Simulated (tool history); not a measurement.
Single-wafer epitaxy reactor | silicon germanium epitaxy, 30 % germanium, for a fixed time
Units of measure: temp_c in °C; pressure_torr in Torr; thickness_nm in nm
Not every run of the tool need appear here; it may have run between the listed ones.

run  hour  temp_c  pressure_torr  thickness_nm
  1     0     590           24.9         51.24
  2     3     590           28.1        53.252
  3   7.2     587             28        50.809
  4  15.1     593             28        55.804
  5  20.2     598             28        60.201
  6  23.5     593             28         55.68

Run 7, settings as shown, results not yet in. Your forecast:
  7  26.9     589           27.9             ?

Run 7 gave thickness_nm 52.098 nm.

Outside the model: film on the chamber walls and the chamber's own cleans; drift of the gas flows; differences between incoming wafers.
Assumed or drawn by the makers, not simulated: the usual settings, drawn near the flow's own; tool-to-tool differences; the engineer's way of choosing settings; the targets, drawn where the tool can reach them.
